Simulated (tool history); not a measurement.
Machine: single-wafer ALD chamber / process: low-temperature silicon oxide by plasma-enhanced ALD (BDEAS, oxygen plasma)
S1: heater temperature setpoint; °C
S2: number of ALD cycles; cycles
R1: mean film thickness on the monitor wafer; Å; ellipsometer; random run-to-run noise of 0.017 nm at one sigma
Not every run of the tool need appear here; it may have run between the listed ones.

run 1 day=0 | S1=95 S2=41 | R1=61.737
run 2 day=0.342 | S1=97 S2=40 | R1=60.224
run 3 day=0.488 | S1=97 S2=46 | R1=68.731
run 4 day=0.808 | S1=105 S2=46 | R1=67.244
run 5 day=0.838 | S1=97 S2=46 | R1=68.997
run 6 day=0.879 | S1=97 S2=40 | R1=60.098
run 7 day=1.029 | S1=99 S2=39 | R1=57.635
run 8 day=1.283 | S1=101 S2=39 | R1=57.742

Run 9 has not been measured yet. What should we expect?
run 9 day=1.517 | S1=103 S2=39 | R1=?

For run 9 the tool returned R1 57.397 Å.

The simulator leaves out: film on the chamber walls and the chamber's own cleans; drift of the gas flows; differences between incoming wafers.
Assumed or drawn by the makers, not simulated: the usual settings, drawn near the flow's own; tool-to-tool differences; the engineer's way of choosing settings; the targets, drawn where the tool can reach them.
